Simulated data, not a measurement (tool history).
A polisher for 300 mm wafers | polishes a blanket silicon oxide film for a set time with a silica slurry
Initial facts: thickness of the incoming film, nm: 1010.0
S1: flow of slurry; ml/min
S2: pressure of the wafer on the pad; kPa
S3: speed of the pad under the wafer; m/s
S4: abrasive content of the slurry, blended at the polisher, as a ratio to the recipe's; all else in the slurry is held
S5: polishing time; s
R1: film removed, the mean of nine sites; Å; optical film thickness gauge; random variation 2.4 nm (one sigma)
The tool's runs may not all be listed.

{"run": 1, "hour": 0.0, "S1": 180, "S2": 25.5, "S3": 1.16, "S4": 1, "S5": 55, "R1": 1494.5}
{"run": 2, "hour": 5.3, "S1": 180, "S2": 25.5, "S3": 1.16, "S4": 1.05, "S5": 55, "R1": 1517.6}
{"run": 3, "hour": 9.1, "S1": 210, "S2": 25.5, "S3": 1.16, "S4": 1.05, "S5": 55, "R1": 1573.5}
{"run": 4, "hour": 12.2, "S1": 210, "S2": 25.5, "S3": 1.16, "S4": 1.15, "S5": 55, "R1": 1634}
{"run": 5, "hour": 15.1, "S1": 210, "S2": 25.5, "S3": 1.16, "S4": 1.35, "S5": 55, "R1": 1703.8}
{"hour": 22.7, "done": "slurry nozzle cleaned"}
{"run": 6, "hour": 22.7, "S1": 210, "S2": 19.3, "S3": 1.16, "S4": 1.35, "S5": 55, "R1": 1334.5}
{"run": 7, "hour": 29.8, "S1": 210, "S2": 19.3, "S3": 1.16, "S4": 1.35, "S5": 55, "R1": 1333.7}
{"run": 8, "hour": 33.7, "S1": 210, "S2": 19.3, "S3": 1.16, "S4": 1.35, "S5": 55, "R1": 1318.2}

What will run 9 give?
{"run": 9, "hour": 39.8, "S1": 215, "S2": 22.8, "S3": 1.16, "S4": 1.35, "S5": 55, "R1": "?"}

Run 9 gave R1 1583.4 Å.
